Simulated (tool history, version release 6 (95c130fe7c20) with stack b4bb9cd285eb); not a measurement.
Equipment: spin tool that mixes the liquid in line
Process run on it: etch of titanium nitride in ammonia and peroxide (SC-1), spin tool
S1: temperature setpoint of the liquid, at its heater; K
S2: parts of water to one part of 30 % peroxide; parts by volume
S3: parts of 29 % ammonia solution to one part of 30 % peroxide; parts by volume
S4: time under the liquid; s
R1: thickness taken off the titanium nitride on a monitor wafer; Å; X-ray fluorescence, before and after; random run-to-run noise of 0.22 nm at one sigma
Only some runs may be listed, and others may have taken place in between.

run,hour,S1,S2,S3,S4,R1
1,0.0,323.15,9.5,0.50,230,150.95
2,6.0,323.15,7.5,0.50,230,169.13
3,14.0,323.15,11.0,0.50,230,142.17
4,15.2,323.15,8.5,0.50,230,161.67
5,20.5,323.15,8.5,0.45,230,158.47
6,25.0,326.15,8.5,0.45,230,195.02
7,31.1,328.15,8.5,0.45,230,220.84
8,39.6,329.65,8.5,0.45,230,242.46
9,46.0,331.15,8.5,0.45,230,268.14

Expected results for the next run?
10,48.5,332.15,8.5,0.45,230,?

R1: 290.42 Å
